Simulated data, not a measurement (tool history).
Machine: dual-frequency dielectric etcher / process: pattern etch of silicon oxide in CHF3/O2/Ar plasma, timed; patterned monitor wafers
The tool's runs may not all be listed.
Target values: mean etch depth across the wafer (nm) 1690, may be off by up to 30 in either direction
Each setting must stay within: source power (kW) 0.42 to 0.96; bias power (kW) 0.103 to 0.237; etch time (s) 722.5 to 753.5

| run | hour | source power (kW) | bias power (kW) | etch time (s) | mean etch depth across the wafer (nm) |
|---|---|---|---|---|---|
| 1 | 0 | 0.69 | 0.17 | 722.5 | 1477.6 |
| 2 | 6 | 0.69 | 0.149 | 722.5 | 1425.9 |
| 3 | 9.3 | 0.69 | 0.149 | 753.5 | 1492.4 |
| 4 | 17.6 | 0.69 | 0.175 | 753.5 | 1553.3 |
| 5 | 18.7 | 0.6 | 0.175 | 753.5 | 1438.4 |
| 6 | 19.4 | 0.6 | 0.175 | 722.5 | 1377.1 |
| 7 | 23 | 0.63 | 0.176 | 722.5 | 1418.4 |
| 8 | 28.8 | 0.65 | 0.177 | 722.5 | 1449.6 |
| 9 | 32 | 0.67 | 0.178 | 722.5 | 1472.9 |
| 10 | 38.9 | 0.69 | 0.179 | 722.5 | 1497.1 |
| 11 | 40.4 | 0.7 | 0.179 | 722.5 | 1511.9 |
| 12 | 44.1 | 0.71 | 0.179 | 722.5 | 1525.6 |

Exactly one of the 4 candidate moves below puts every result within its allowed miss. Which one?
| A | 47.8 | 0.84 | 0.176 | 734.5 | ? |
| B | 47.8 | 0.72 | 0.194 | 730.5 | ? |
| C | 47.8 | 0.75 | 0.181 | 728.5 | ? |
| D | 47.8 | 0.76 | 0.166 | 753.5 | ? |

| move | mean etch depth across the wafer (nm) |
|---|---|
| A | 1688.7 |
| B | 1590 |
| C | 1590.6 |
| D | 1619.8 |
A: hits every target within its allowed miss
B: moves toward the targets from the last run without getting all of them in spec
C: moves toward the targets from the last run without getting all of them in spec
D: moves toward the targets from the last run without getting all of them in spec
The move that meets every target is A.
